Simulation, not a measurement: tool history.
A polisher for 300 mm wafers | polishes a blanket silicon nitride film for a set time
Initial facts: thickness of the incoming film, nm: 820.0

run  hour  flow of slurry (ml/min)  pressure of the wafer on the pad (psi)  speed of the pad under the wafer (cm/s)  polishing time (s)  film removed (nm)
  1     0                      255                                     3.6                                      114                  47             69.562
  2   5.5                      255                                     3.6                                      114                  47             69.533
  3     9                      255                                     3.6                                      114                  47             67.981
  4  13.6                      255                                     3.9                                      114                  47             75.614
  5  16.3                      255                                     4.7                                      114                  47             89.979
  6  22.8                      295                                     4.7                                      114                  47             91.127

Predict the results of run 7:
  7  25.4                      295                                     4.9                                      114                  47                  ?

{"run 7": {"film removed (nm)": 94.91}}
